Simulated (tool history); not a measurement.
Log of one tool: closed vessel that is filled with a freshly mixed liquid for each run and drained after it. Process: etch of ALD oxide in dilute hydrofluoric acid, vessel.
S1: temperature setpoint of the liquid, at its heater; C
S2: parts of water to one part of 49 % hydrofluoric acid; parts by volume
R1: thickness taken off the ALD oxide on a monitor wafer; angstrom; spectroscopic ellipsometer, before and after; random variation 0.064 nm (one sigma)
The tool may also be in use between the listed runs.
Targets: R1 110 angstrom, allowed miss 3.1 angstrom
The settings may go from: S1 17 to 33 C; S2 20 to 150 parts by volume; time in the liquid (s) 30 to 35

Run 1, hour 0: S1 25 C, S2 85 parts by volume, time in the liquid (s) 35. Result: R1 77.665 angstrom.
Run 2, hour 4.9: S1 25 C, S2 65 parts by volume, time in the liquid (s) 35. Result: R1 104.24 angstrom.
Run 3, hour 9.8: S1 25 C, S2 90 parts by volume, time in the liquid (s) 35. Result: R1 73.275 angstrom.
Run 4, hour 13.9: S1 26 C, S2 90 parts by volume, time in the liquid (s) 35. Result: R1 77.117 angstrom.
At hour 15.2: hydrofluoric acid flow meter replaced.
Run 5, hour 15.2: S1 23.5 C, S2 90 parts by volume, time in the liquid (s) 35. Result: R1 76.541 angstrom.
Run 6, hour 21.3: S1 27 C, S2 90 parts by volume, time in the liquid (s) 35. Result: R1 86.604 angstrom.
Run 7, hour 23.9: S1 27.5 C, S2 90 parts by volume, time in the liquid (s) 35. Result: R1 89.018 angstrom.
Run 8, hour 32.1: S1 28 C, S2 90 parts by volume, time in the liquid (s) 35. Result: R1 90.39 angstrom.
Run 9, hour 33.4: S1 28.5 C, S2 90 parts by volume, time in the liquid (s) 35. Result: R1 92.732 angstrom.

4 next moves are on the table. One of them brings every result within its allowed miss. Which?
Run A, hour 34.7: S1 29 C, S2 85 parts by volume, time in the liquid (s) 35. Result: R1 ?.
Run B, hour 34.7: S1 32.5 C, S2 95 parts by volume, time in the liquid (s) 35. Result: R1 ?.
Run C, hour 34.7: S1 28 C, S2 80 parts by volume, time in the liquid (s) 35. Result: R1 ?.
Run D, hour 34.7: S1 31.5 C, S2 75 parts by volume, time in the liquid (s) 30. Result: R1 ?.

move      R1
   A  100.61
   B  101.18
   C  103.58
   D  109.09
A: nearer than the last run, and not there yet
B: nearer than the last run, and not there yet
C: nearer than the last run, and not there yet
D: meets every target
The right move is D.
